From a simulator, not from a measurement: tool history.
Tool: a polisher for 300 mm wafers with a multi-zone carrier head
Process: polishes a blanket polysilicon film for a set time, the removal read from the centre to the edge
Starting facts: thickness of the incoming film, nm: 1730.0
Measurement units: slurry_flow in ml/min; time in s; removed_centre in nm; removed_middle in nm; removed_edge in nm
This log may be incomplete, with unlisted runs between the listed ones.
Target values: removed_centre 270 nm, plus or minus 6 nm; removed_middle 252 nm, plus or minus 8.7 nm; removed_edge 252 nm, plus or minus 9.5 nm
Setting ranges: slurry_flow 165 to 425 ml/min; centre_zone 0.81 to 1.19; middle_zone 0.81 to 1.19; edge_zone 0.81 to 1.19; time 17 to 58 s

Run 1, hour 0: slurry_flow 275 ml/min, centre_zone 1, middle_zone 1, edge_zone 1, time 37 s. Result: removed_centre 190.4 nm, removed_middle 188.58 nm, removed_edge 188 nm.
Run 2, hour 5.2: slurry_flow 285 ml/min, centre_zone 1.04, middle_zone 1.03, edge_zone 1.05, time 39 s. Result: removed_centre 210.15 nm, removed_middle 205.27 nm, removed_edge 199.34 nm.
Run 3, hour 8.9: slurry_flow 285 ml/min, centre_zone 1.05, middle_zone 1.03, edge_zone 1.07, time 41 s. Result: removed_centre 223.37 nm, removed_middle 216.68 nm, removed_edge 215.22 nm.
Run 4, hour 14.9: slurry_flow 285 ml/min, centre_zone 1.05, middle_zone 1.03, edge_zone 1.07, time 36 s. Result: removed_centre 194.93 nm, removed_middle 191.62 nm, removed_edge 185.15 nm.
Run 5, hour 21.7: slurry_flow 285 ml/min, centre_zone 1.05, middle_zone 0.99, edge_zone 1.07, time 36 s. Result: removed_centre 194.28 nm, removed_middle 182.77 nm, removed_edge 188.52 nm.
Run 6, hour 23.5: slurry_flow 285 ml/min, centre_zone 1.05, middle_zone 0.99, edge_zone 1.13, time 36 s. Result: removed_centre 195.01 nm, removed_middle 182.24 nm, removed_edge 193.33 nm.
Run 7, hour 24.6: slurry_flow 290 ml/min, centre_zone 1.07, middle_zone 1.01, edge_zone 1.14, time 39 s. Result: removed_centre 214.03 nm, removed_middle 200 nm, removed_edge 212.46 nm.
Run 8, hour 29.8: slurry_flow 300 ml/min, centre_zone 1.09, middle_zone 1.03, edge_zone 1.15, time 41 s. Result: removed_centre 229.92 nm, removed_middle 216.9 nm, removed_edge 219.96 nm.

4 candidate next runs follow, results not yet known. Just one meets every target within its allowed miss. Identify it.
Run A, hour 35: slurry_flow 280 ml/min, centre_zone 1.14, middle_zone 1.07, edge_zone 1.16, time 46 s. Result: removed_centre ?, removed_middle ?, removed_edge ?.
Run B, hour 35: slurry_flow 305 ml/min, centre_zone 1.11, middle_zone 1.04, edge_zone 1.1, time 35 s. Result: removed_centre ?, removed_middle ?, removed_edge ?.
Run C, hour 35: slurry_flow 345 ml/min, centre_zone 1.08, middle_zone 1, edge_zone 1.19, time 46 s. Result: removed_centre ?, removed_middle ?, removed_edge ?.
Run D, hour 35: slurry_flow 305 ml/min, centre_zone 0.81, middle_zone 1.16, edge_zone 1.19, time 46 s. Result: removed_centre ?, removed_middle ?, removed_edge ?.

move  removed_centre  removed_middle  removed_edge
   A          268.39          249.74        252.69
   B          199.95          186.53        187.95
   C          257.71          238.96        258.89
   D          191.43          269.57        256.83
A: every result lands within tolerance
B: moves away from the targets compared with the last run
C: better than the last run, though not everything is in spec
D: moves away from the targets compared with the last run
Go with A: it meets all targets.
